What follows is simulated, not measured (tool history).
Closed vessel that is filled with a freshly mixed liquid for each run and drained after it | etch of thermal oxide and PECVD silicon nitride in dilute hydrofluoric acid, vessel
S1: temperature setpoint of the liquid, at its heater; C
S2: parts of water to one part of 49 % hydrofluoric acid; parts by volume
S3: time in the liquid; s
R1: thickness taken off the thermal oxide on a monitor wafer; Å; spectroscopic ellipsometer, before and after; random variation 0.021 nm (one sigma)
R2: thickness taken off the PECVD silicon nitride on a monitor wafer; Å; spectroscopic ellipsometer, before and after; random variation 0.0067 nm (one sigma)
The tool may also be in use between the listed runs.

| run | day | S1 | S2 | S3 | R1 | R2 |
|---|---|---|---|---|---|---|
| 1 | 0.000 | 23.0 | 125 | 535 | 198.470 | 92.220 |
| 2 | 0.275 | 20.5 | 125 | 535 | 178.430 | 77.886 |
| 3 | 0.450 | 20.5 | 125 | 340 | 113.640 | 49.736 |
| 4 | 0.579 | 21.5 | 140 | 310 | 94.805 | 43.123 |
| 5 | 0.750 | 21.5 | 115 | 310 | 118.940 | 52.062 |
| 6 | 1.058 | 22.0 | 130 | 285 | 96.575 | 44.298 |
| 7 | 1.167 | 22.0 | 130 | 285 | 95.735 | 44.306 |

Forecast run 8:
| 8 | 1.354 | 22.5 | 145 | 275 | ? | ? |

Run 8 gave R1 83.666 Å, R2 39.559 Å.

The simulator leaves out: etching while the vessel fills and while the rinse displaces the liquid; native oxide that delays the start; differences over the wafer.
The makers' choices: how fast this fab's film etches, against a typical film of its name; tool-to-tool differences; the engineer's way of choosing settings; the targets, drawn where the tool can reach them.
